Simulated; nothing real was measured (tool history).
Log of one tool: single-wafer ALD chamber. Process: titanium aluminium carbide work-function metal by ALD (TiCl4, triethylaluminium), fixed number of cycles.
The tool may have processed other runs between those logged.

| run | hour | heater temperature setpoint (°C) | triethylaluminium pulse time (s) | mean film thickness on the monitor wafer (Å) |
|---|---|---|---|---|
| 1 | 0.0 | 305 | 9.89 | 17.320 |
| 2 | 0.9 | 309 | 10.36 | 17.584 |
| 3 | 5.9 | 298 | 10.36 | 16.860 |
| 4 | 7.3 | 291 | 10.36 | 16.139 |
| 5 | 12.5 | 284 | 10.36 | 15.451 |
| 6 | 14.4 | 284 | 12.45 | 15.798 |
| 7 | 21.0 | 292 | 13.15 | 16.517 |
| 8 | 25.1 | 299 | 13.70 | 17.048 |
| 9 | 27.5 | 305 | 14.05 | 17.789 |
| 10 | 34.7 | 308 | 14.28 | 18.036 |
| 11 | 40.4 | 310 | 14.45 | 18.107 |
| 12 | 41.9 | 312 | 14.61 | 18.379 |

Predict the results of run 13:
| 13 | 43.0 | 312 | 14.61 | ? |

{"run 13": {"mean film thickness on the monitor wafer (Å)": 18.336}}
